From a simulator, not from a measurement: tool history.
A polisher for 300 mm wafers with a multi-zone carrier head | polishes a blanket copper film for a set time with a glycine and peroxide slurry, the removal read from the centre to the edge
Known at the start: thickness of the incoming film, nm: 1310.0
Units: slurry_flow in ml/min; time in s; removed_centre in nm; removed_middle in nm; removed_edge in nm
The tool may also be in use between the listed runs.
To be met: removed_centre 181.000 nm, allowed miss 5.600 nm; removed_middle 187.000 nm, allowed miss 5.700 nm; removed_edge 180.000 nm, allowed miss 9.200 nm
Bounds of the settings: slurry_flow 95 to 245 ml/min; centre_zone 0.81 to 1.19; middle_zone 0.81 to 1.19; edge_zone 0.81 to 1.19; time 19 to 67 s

Run 1, day 0.000: slurry_flow 155 ml/min, centre_zone 1.00, middle_zone 1.00, edge_zone 1.00, time 43 s. Result: removed_centre 128.890 nm, removed_middle 134.400 nm, removed_edge 126.900 nm.
Run 2, day 0.350: slurry_flow 155 ml/min, centre_zone 1.00, middle_zone 1.00, edge_zone 1.00, time 33 s. Result: removed_centre 100.350 nm, removed_middle 102.910 nm, removed_edge 96.535 nm.
Run 3, day 0.596: slurry_flow 155 ml/min, centre_zone 1.00, middle_zone 1.00, edge_zone 1.00, time 24 s. Result: removed_centre 72.364 nm, removed_middle 74.605 nm, removed_edge 72.071 nm.
Run 4, day 0.688: slurry_flow 155 ml/min, centre_zone 1.04, middle_zone 1.00, edge_zone 1.00, time 24 s. Result: removed_centre 75.216 nm, removed_middle 74.330 nm, removed_edge 70.616 nm.
Run 5, day 0.842: slurry_flow 155 ml/min, centre_zone 1.04, middle_zone 1.07, edge_zone 1.00, time 24 s. Result: removed_centre 73.164 nm, removed_middle 78.112 nm, removed_edge 68.974 nm.
Run 6, day 1.108: slurry_flow 175 ml/min, centre_zone 1.04, middle_zone 1.07, edge_zone 1.00, time 24 s. Result: removed_centre 75.436 nm, removed_middle 81.228 nm, removed_edge 71.610 nm.
Run 7, day 1.338: slurry_flow 185 ml/min, centre_zone 1.04, middle_zone 1.06, edge_zone 1.02, time 28 s. Result: removed_centre 88.838 nm, removed_middle 94.309 nm, removed_edge 86.122 nm.
Run 8, day 1.433: slurry_flow 195 ml/min, centre_zone 1.05, middle_zone 1.07, edge_zone 1.04, time 31 s. Result: removed_centre 101.320 nm, removed_middle 106.140 nm, removed_edge 95.282 nm.
Run 9, day 1.717: slurry_flow 195 ml/min, centre_zone 1.05, middle_zone 1.07, edge_zone 1.04, time 31 s. Result: removed_centre 100.750 nm, removed_middle 105.090 nm, removed_edge 95.021 nm.
Run 10, day 1.988: slurry_flow 200 ml/min, centre_zone 1.05, middle_zone 1.07, edge_zone 1.06, time 33 s. Result: removed_centre 105.440 nm, removed_middle 111.960 nm, removed_edge 99.924 nm.
Run 11, day 2.246: slurry_flow 205 ml/min, centre_zone 1.04, middle_zone 1.06, edge_zone 1.06, time 35 s. Result: removed_centre 113.330 nm, removed_middle 120.320 nm, removed_edge 109.610 nm.
Run 12, day 2.450: slurry_flow 210 ml/min, centre_zone 1.04, middle_zone 1.05, edge_zone 1.07, time 37 s. Result: removed_centre 119.720 nm, removed_middle 125.760 nm, removed_edge 114.430 nm.
Run 13, day 2.567: slurry_flow 210 ml/min, centre_zone 1.04, middle_zone 1.04, edge_zone 1.08, time 39 s. Result: removed_centre 127.690 nm, removed_middle 130.080 nm, removed_edge 120.290 nm.
Run 14, day 2.608: slurry_flow 210 ml/min, centre_zone 1.03, middle_zone 1.04, edge_zone 1.09, time 41 s. Result: removed_centre 132.680 nm, removed_middle 135.830 nm, removed_edge 133.040 nm.
Run 15, day 2.850: slurry_flow 210 ml/min, centre_zone 1.04, middle_zone 1.05, edge_zone 1.10, time 42 s. Result: removed_centre 135.290 nm, removed_middle 139.860 nm, removed_edge 132.010 nm.
Run 16, day 2.958: slurry_flow 215 ml/min, centre_zone 1.03, middle_zone 1.04, edge_zone 1.08, time 43 s. Result: removed_centre 141.030 nm, removed_middle 145.890 nm, removed_edge 137.980 nm.
Run 17, day 3.162: slurry_flow 215 ml/min, centre_zone 1.03, middle_zone 1.04, edge_zone 1.09, time 44 s. Result: removed_centre 141.550 nm, removed_middle 146.230 nm, removed_edge 142.620 nm.
Run 18, day 3.212: slurry_flow 225 ml/min, centre_zone 1.11, middle_zone 1.14, edge_zone 1.17, time 54 s. Result: removed_centre 190.430 nm, removed_middle 195.470 nm, removed_edge 179.150 nm.
Run 19, day 3.454: slurry_flow 220 ml/min, centre_zone 1.11, middle_zone 1.14, edge_zone 1.17, time 54 s. Result: removed_centre 185.570 nm, removed_middle 192.900 nm, removed_edge 179.210 nm.

Which of these 5 next moves meets every target?
Run A, day 3.696: slurry_flow 175 ml/min, centre_zone 1.19, middle_zone 1.03, edge_zone 1.19, time 56 s. Result: removed_centre ?, removed_middle ?, removed_edge ?.
Run B, day 3.696: slurry_flow 225 ml/min, centre_zone 1.14, middle_zone 1.19, edge_zone 1.13, time 54 s. Result: removed_centre ?, removed_middle ?, removed_edge ?.
Run C, day 3.696: slurry_flow 220 ml/min, centre_zone 1.09, middle_zone 1.16, edge_zone 1.15, time 55 s. Result: removed_centre ?, removed_middle ?, removed_edge ?.
Run D, day 3.696: slurry_flow 135 ml/min, centre_zone 1.19, middle_zone 1.05, edge_zone 1.16, time 58 s. Result: removed_centre ?, removed_middle ?, removed_edge ?.
Run E, day 3.696: slurry_flow 210 ml/min, centre_zone 1.08, middle_zone 1.08, edge_zone 1.19, time 54 s. Result: removed_centre ?, removed_middle ?, removed_edge ?.

move  removed_centre  removed_middle  removed_edge
   A         195.700         178.760       182.190
   B         189.010         201.420       174.760
   C         184.950         200.190       179.330
   D         193.970         180.950       180.970
   E         178.990         183.870       178.680
A: takes the result that was furthest off past its target
B: further off than the last run
C: further off than the last run
D: takes the result that was furthest off past its target
E: meets every target
Answer: E
